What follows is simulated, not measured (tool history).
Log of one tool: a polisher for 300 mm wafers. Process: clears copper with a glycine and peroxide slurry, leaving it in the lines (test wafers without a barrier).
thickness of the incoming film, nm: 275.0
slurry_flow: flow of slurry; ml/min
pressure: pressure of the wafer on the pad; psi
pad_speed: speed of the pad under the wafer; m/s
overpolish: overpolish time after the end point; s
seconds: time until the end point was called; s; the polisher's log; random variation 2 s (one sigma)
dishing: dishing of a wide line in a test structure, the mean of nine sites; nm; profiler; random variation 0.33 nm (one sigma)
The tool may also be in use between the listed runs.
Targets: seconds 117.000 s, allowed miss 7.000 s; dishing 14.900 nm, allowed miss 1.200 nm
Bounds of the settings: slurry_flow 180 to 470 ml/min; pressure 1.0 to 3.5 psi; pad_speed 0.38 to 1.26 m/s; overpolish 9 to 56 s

Run 1, hour 0.0: slurry_flow 300 ml/min, pressure 2.2 psi, pad_speed 0.82 m/s, overpolish 29 s. Result: seconds 73.471 s, dishing 57.423 nm.
Run 2, hour 8.8: slurry_flow 300 ml/min, pressure 1.7 psi, pad_speed 0.82 m/s, overpolish 29 s. Result: seconds 91.207 s, dishing 51.933 nm.
Run 3, hour 11.2: slurry_flow 300 ml/min, pressure 1.7 psi, pad_speed 0.82 m/s, overpolish 35 s. Result: seconds 91.360 s, dishing 57.261 nm.
Run 4, hour 20.0: slurry_flow 270 ml/min, pressure 1.7 psi, pad_speed 0.72 m/s, overpolish 29 s. Result: seconds 97.905 s, dishing 48.195 nm.
Run 5, hour 24.3: slurry_flow 270 ml/min, pressure 1.7 psi, pad_speed 0.72 m/s, overpolish 23 s. Result: seconds 96.377 s, dishing 40.417 nm.
Run 6, hour 29.6: slurry_flow 270 ml/min, pressure 1.7 psi, pad_speed 0.90 m/s, overpolish 23 s. Result: seconds 86.229 s, dishing 44.055 nm.
Run 7, hour 38.5: slurry_flow 250 ml/min, pressure 1.5 psi, pad_speed 0.84 m/s, overpolish 20 s. Result: seconds 98.350 s, dishing 34.701 nm.
Run 8, hour 42.5: slurry_flow 250 ml/min, pressure 1.5 psi, pad_speed 0.84 m/s, overpolish 20 s. Result: seconds 95.614 s, dishing 35.335 nm.
Run 9, hour 43.9: slurry_flow 235 ml/min, pressure 1.4 psi, pad_speed 0.80 m/s, overpolish 17 s. Result: seconds 102.550 s, dishing 28.344 nm.
Run 10, hour 46.7: slurry_flow 220 ml/min, pressure 1.3 psi, pad_speed 0.78 m/s, overpolish 15 s. Result: seconds 111.350 s, dishing 25.900 nm.
Run 11, hour 50.9: slurry_flow 210 ml/min, pressure 1.2 psi, pad_speed 0.78 m/s, overpolish 14 s. Result: seconds 115.860 s, dishing 21.664 nm.
Run 12, hour 52.1: slurry_flow 205 ml/min, pressure 1.2 psi, pad_speed 0.80 m/s, overpolish 13 s. Result: seconds 115.600 s, dishing 20.267 nm.
Run 13, hour 56.0: slurry_flow 205 ml/min, pressure 1.2 psi, pad_speed 0.80 m/s, overpolish 13 s. Result: seconds 113.550 s, dishing 20.874 nm.
Run 14, hour 58.6: slurry_flow 200 ml/min, pressure 1.2 psi, pad_speed 0.80 m/s, overpolish 12 s. Result: seconds 113.090 s, dishing 19.239 nm.
Run 15, hour 65.2: slurry_flow 180 ml/min, pressure 1.0 psi, pad_speed 0.80 m/s, overpolish 9 s. Result: seconds 131.830 s, dishing 14.168 nm.
Run 16, hour 72.7: slurry_flow 180 ml/min, pressure 1.0 psi, pad_speed 0.84 m/s, overpolish 9 s. Result: seconds 124.310 s, dishing 13.597 nm.
Run 17, hour 73.4: slurry_flow 185 ml/min, pressure 1.0 psi, pad_speed 0.84 m/s, overpolish 9 s. Result: seconds 124.560 s, dishing 13.487 nm.
Run 18, hour 81.0: slurry_flow 195 ml/min, pressure 1.0 psi, pad_speed 0.84 m/s, overpolish 9 s. Result: seconds 121.770 s, dishing 13.997 nm.
Run 19, hour 85.8: slurry_flow 200 ml/min, pressure 1.0 psi, pad_speed 0.84 m/s, overpolish 9 s. Result: seconds 122.830 s, dishing 13.945 nm.

5 next moves are on the table. One of them brings every result within its allowed miss. Which?
Run A, hour 90.6: slurry_flow 200 ml/min, pressure 1.0 psi, pad_speed 0.76 m/s, overpolish 9 s. Result: seconds ?, dishing ?.
Run B, hour 90.6: slurry_flow 185 ml/min, pressure 1.1 psi, pad_speed 0.60 m/s, overpolish 9 s. Result: seconds ?, dishing ?.
Run C, hour 90.6: slurry_flow 240 ml/min, pressure 1.0 psi, pad_speed 0.76 m/s, overpolish 11 s. Result: seconds ?, dishing ?.
Run D, hour 90.6: slurry_flow 180 ml/min, pressure 1.0 psi, pad_speed 0.66 m/s, overpolish 10 s. Result: seconds ?, dishing ?.
Run E, hour 90.6: slurry_flow 230 ml/min, pressure 1.1 psi, pad_speed 0.82 m/s, overpolish 9 s. Result: seconds ?, dishing ?.

move  seconds  dishing
   A  130.490   13.186
   B  141.160   12.305
   C  128.190   16.142
   D  141.590   13.517
   E  117.590   14.516
A: further off than the last run
B: further off than the last run
C: further off than the last run
D: further off than the last run
E: meets every target
Move E is the one to make.
